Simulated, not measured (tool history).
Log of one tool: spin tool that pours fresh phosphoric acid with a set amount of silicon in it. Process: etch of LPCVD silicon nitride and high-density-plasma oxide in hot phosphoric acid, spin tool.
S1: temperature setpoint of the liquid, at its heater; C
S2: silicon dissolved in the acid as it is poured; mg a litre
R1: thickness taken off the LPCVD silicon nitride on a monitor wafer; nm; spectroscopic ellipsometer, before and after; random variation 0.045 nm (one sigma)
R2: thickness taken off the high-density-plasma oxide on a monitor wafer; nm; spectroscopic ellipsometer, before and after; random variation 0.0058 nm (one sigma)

run 1 hour=0 | S1=161 S2=20 time_under_the_liquid_(s)=140 | R1=14.824 R2=0.43954
run 2 hour=6.4 | S1=162 S2=20 time_under_the_liquid_(s)=140 | R1=15.101 R2=0.41189
run 3 hour=14.5 | S1=162 S2=20 time_under_the_liquid_(s)=95 | R1=10.188 R2=0.28007
run 4 hour=20.6 | S1=161.5 S2=28 time_under_the_liquid_(s)=70 | R1=7.3608 R2=0.17421
run 5 hour=22.3 | S1=160 S2=28 time_under_the_liquid_(s)=70 | R1=7.157 R2=0.16986
run 6 hour=27.4 | S1=160 S2=28 time_under_the_liquid_(s)=45 | R1=4.5913 R2=0.087408
run 7 hour=35.7 | S1=160 S2=33.5 time_under_the_liquid_(s)=45 | R1=4.5073 R2=0.07001
run 8 hour=40.7 | S1=160.5 S2=35.5 time_under_the_liquid_(s)=50 | R1=5.1095 R2=0.098577
run 9 hour=48.4 | S1=158.5 S2=45.5 time_under_the_liquid_(s)=55 | R1=5.3923 R2=0.03744
run 10 hour=54.2 | S1=159 S2=34 time_under_the_liquid_(s)=45 | R1=4.4396 R2=0.068241
run 11 hour=60.3 | S1=159.5 S2=36 time_under_the_liquid_(s)=45 | R1=4.4816 R2=0.068815
run 12 hour=68.1 | S1=160 S2=38.5 time_under_the_liquid_(s)=45 | R1=4.615 R2=0.055902
run 13 hour=75.8 | S1=160.5 S2=38.5 time_under_the_liquid_(s)=45 | R1=4.6609 R2=0.068643
run 14 hour=79.6 | S1=160.5 S2=39.5 time_under_the_liquid_(s)=45 | R1=4.6267 R2=0.048188
run 15 hour=81.1 | S1=161 S2=38.5 time_under_the_liquid_(s)=45 | R1=4.7064 R2=0.065588
run 16 hour=81.7 | S1=161 S2=39 time_under_the_liquid_(s)=45 | R1=4.6463 R2=0.064858
run 17 hour=84.1 | S1=161 S2=39.5 time_under_the_liquid_(s)=45 | R1=4.7349 R2=0.060402
run 18 hour=92.6 | S1=162 S2=41.5 time_under_the_liquid_(s)=50 | R1=5.4858 R2=0.065543
run 19 hour=100.8 | S1=161.5 S2=41 time_under_the_liquid_(s)=50 | R1=5.3965 R2=0.0555
run 20 hour=104.5 | S1=161 S2=29.5 time_under_the_liquid_(s)=40 | R1=4.2166 R2=0.083251

Forecast run 21:
run 21 hour=108.6 | S1=161.5 S2=33 time_under_the_liquid_(s)=40 | R1=? R2=?

Run 21 gave R1 4.2664 nm, R2 0.080211 nm.
